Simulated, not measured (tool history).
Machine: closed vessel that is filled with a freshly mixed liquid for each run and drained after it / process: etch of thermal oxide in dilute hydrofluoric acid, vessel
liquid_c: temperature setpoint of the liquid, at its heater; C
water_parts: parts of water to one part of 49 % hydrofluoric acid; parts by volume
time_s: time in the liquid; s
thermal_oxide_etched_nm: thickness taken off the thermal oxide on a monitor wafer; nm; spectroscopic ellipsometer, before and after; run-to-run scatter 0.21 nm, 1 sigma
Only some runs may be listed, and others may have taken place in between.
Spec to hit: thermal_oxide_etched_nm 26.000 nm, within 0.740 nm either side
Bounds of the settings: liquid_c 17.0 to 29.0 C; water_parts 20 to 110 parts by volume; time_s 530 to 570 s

run  hour  liquid_c  water_parts  time_s  thermal_oxide_etched_nm
  1   0.0      21.0           60     530                   45.671
  2   7.4      21.0           45     530                   61.556
  3  11.3      17.5           45     530                   52.898
  4  15.8      17.5           45     570                   57.129
  5  24.8      17.5           45     530                   52.850
  6  31.2      17.5           55     530                   42.995
  7  35.8      17.5           65     530                   35.880
  8  41.5      17.5           70     530                   33.043
  9  44.0      17.5           75     530                   30.812

Consider the 4 candidate settings below. Which is the only one whose results all fall within their allowed miss of target?
  A  46.5      17.0           95     550                        ?
  B  46.5      17.5           85     550                        ?
  C  46.5      17.0           95     555                        ?
  D  46.5      17.0           90     560                        ?

move  thermal_oxide_etched_nm
   A                   24.213
   B                   27.911
   C                   24.433
   D                   26.147
A: moves the result that the last run missed by most past its target, out the other side
B: closer than the last run, but not yet in spec
C: moves the result that the last run missed by most past its target, out the other side
D: meets every target
Move D is the one to make.

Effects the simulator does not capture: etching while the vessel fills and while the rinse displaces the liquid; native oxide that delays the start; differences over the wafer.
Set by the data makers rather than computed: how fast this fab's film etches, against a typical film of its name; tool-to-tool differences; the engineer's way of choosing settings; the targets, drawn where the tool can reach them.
